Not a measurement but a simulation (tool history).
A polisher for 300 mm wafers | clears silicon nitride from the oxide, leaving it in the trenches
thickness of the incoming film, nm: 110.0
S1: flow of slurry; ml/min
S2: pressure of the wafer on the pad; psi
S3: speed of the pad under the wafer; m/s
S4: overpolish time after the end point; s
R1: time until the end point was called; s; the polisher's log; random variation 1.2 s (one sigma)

run,hour,S1,S2,S3,S4,R1
1,0,195,3.5,1.16,4,107.37
2,6.2,195,3.9,1.18,4,91.779
3,8.7,195,4.2,1.2,4,88.592
4,14.6,195,4.5,1.24,4,75.767
# hour 15.8: slurry nozzle cleaned
5,15.8,195,4.5,1.24,3,78.219
6,24.4,195,4.5,1.24,4,76.447
7,26.6,195,4.7,1.24,4,71.686
8,27.5,195,4.8,1.24,4,70.478

Run 9 comes next. What will it give?
9,29.5,195,4.9,1.24,4,?

{"run 9": {"R1": 70.803}}
